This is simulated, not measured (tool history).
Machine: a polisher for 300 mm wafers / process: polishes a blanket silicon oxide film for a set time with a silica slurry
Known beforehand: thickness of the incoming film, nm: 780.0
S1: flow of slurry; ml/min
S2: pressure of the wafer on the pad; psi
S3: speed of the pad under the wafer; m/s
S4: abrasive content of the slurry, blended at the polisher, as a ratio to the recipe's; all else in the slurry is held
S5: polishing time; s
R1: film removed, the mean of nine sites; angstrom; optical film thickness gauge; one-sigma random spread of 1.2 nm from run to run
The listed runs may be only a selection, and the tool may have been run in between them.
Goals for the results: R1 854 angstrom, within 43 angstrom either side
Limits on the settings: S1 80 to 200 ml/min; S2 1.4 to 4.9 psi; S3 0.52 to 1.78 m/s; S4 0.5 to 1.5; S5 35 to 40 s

Run 1, hour 0: S1 130 ml/min, S2 3.1 psi, S3 1.14 m/s, S4 1, S5 40 s. Result: R1 1044.5 angstrom.
Run 2, hour 7: S1 130 ml/min, S2 3 psi, S3 1.14 m/s, S4 1, S5 40 s. Result: R1 1044.1 angstrom.
Run 3, hour 11.4: S1 130 ml/min, S2 3 psi, S3 1.28 m/s, S4 1, S5 40 s. Result: R1 1093.1 angstrom.
Run 4, hour 15: S1 130 ml/min, S2 3 psi, S3 1.28 m/s, S4 0.9, S5 40 s. Result: R1 1072.4 angstrom.
Run 5, hour 23.1: S1 130 ml/min, S2 2.9 psi, S3 1.28 m/s, S4 0.9, S5 40 s. Result: R1 1027.9 angstrom.
Run 6, hour 28.5: S1 130 ml/min, S2 2.9 psi, S3 1.28 m/s, S4 1.05, S5 40 s. Result: R1 1116.4 angstrom.
Run 7, hour 34.3: S1 130 ml/min, S2 2.8 psi, S3 1.28 m/s, S4 1.05, S5 40 s. Result: R1 1074.2 angstrom.
At hour 38.1: slurry nozzle cleaned.
Run 8, hour 38.1: S1 130 ml/min, S2 2.8 psi, S3 1.28 m/s, S4 1.05, S5 40 s. Result: R1 1149.4 angstrom.
Run 9, hour 41.5: S1 130 ml/min, S2 2.6 psi, S3 1.26 m/s, S4 1.05, S5 40 s. Result: R1 1051.9 angstrom.
Run 10, hour 42.2: S1 130 ml/min, S2 2.5 psi, S3 1.26 m/s, S4 1.05, S5 40 s. Result: R1 1019.5 angstrom.

Below are 5 possible settings for the next run. Only one of them brings all results inside the allowed miss of their targets. Which is it?
Run A, hour 42.9: S1 115 ml/min, S2 2.2 psi, S3 1.32 m/s, S4 1.05, S5 39 s. Result: R1 ?.
Run B, hour 42.9: S1 140 ml/min, S2 1.7 psi, S3 1.26 m/s, S4 0.75, S5 40 s. Result: R1 ?.
Run C, hour 42.9: S1 135 ml/min, S2 2.1 psi, S3 1.08 m/s, S4 1.05, S5 37 s. Result: R1 ?.
Run D, hour 42.9: S1 140 ml/min, S2 2.6 psi, S3 1.16 m/s, S4 1, S5 35 s. Result: R1 ?.
Run E, hour 42.9: S1 140 ml/min, S2 3.1 psi, S3 1.12 m/s, S4 1.3, S5 39 s. Result: R1 ?.

move      R1
   A  958.29
   B  741.97
   C   773.5
   D  877.26
   E  1174.4
A: nearer than the last run, and not there yet
B: takes the result that was furthest off past its target
C: takes the result that was furthest off past its target
D: in spec on every target
E: further off than the last run
Answer: D

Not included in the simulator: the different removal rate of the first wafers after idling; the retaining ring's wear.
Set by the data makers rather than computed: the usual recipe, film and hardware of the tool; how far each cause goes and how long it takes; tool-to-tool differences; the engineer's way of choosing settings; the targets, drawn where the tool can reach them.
